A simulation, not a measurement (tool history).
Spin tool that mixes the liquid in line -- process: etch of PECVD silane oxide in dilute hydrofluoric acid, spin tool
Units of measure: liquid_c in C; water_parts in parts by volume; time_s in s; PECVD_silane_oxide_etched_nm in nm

Run 1, hour 0.0: liquid_c 26.0 C, water_parts 300 parts by volume, time_s 275 s. Result: PECVD_silane_oxide_etched_nm 24.516 nm.
Run 2, hour 6.7: liquid_c 27.5 C, water_parts 300 parts by volume, time_s 275 s. Result: PECVD_silane_oxide_etched_nm 25.934 nm.
Run 3, hour 12.8: liquid_c 25.5 C, water_parts 300 parts by volume, time_s 275 s. Result: PECVD_silane_oxide_etched_nm 24.410 nm.
Run 4, hour 19.3: liquid_c 25.5 C, water_parts 380 parts by volume, time_s 275 s. Result: PECVD_silane_oxide_etched_nm 17.690 nm.
Run 5, hour 27.9: liquid_c 25.5 C, water_parts 275 parts by volume, time_s 275 s. Result: PECVD_silane_oxide_etched_nm 27.329 nm.
Run 6, hour 36.2: liquid_c 26.0 C, water_parts 270 parts by volume, time_s 275 s. Result: PECVD_silane_oxide_etched_nm 28.260 nm.
At hour 42.8: thermometer replaced.
Run 7, hour 42.8: liquid_c 26.5 C, water_parts 265 parts by volume, time_s 275 s. Result: PECVD_silane_oxide_etched_nm 27.660 nm.
Run 8, hour 46.3: liquid_c 27.0 C, water_parts 255 parts by volume, time_s 275 s. Result: PECVD_silane_oxide_etched_nm 30.092 nm.

Estimate the outcome of run 9 from the log above:
Run 9, hour 49.9: liquid_c 27.5 C, water_parts 250 parts by volume, time_s 275 s. Result: PECVD_silane_oxide_etched_nm ?.

Run 9 gave PECVD_silane_oxide_etched_nm 30.390 nm.
